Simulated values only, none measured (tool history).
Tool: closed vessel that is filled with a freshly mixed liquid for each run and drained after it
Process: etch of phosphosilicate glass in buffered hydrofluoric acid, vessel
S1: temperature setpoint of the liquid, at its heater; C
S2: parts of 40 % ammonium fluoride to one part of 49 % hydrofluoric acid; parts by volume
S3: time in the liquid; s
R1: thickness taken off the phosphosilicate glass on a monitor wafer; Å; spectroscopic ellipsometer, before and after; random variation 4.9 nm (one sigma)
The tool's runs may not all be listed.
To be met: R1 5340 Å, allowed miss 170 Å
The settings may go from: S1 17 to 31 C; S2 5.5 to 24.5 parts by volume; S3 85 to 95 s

| run | hour | S1 | S2 | S3 | R1 |
|---|---|---|---|---|---|
| 1 | 0 | 23 | 15 | 85 | 3151.2 |
| 2 | 8.1 | 24.5 | 14.5 | 85 | 3532.7 |
| 3 | 16.6 | 24.5 | 14.5 | 95 | 3902.9 |
| 4 | 21.2 | 24.5 | 14.5 | 85 | 3566.3 |
| 5 | 24.2 | 25.5 | 14.5 | 85 | 3732.4 |
| 6 | 29.8 | 25.5 | 14.5 | 85 | 3707.1 |
| 7 | 33.6 | 26.5 | 14 | 85 | 4096.6 |
| 8 | 37.9 | 26.5 | 14 | 85 | 4110.6 |

Which of these 5 next moves meets every target?
| A | 42.2 | 29 | 12 | 85 | ? |
| B | 42.2 | 25.5 | 16 | 90 | ? |
| C | 42.2 | 26.5 | 13 | 95 | ? |
| D | 42.2 | 26.5 | 11.5 | 85 | ? |
| E | 42.2 | 28.5 | 11 | 95 | ? |

| move | R1 |
|---|---|
| A | 5408.7 |
| B | 3582.8 |
| C | 4893.2 |
| D | 4935.3 |
| E | 6408.4 |
A: meets every target
B: further off than the last run
C: nearer than the last run, and not there yet
D: nearer than the last run, and not there yet
E: takes the result that was furthest off past its target
Move A is the one to make.
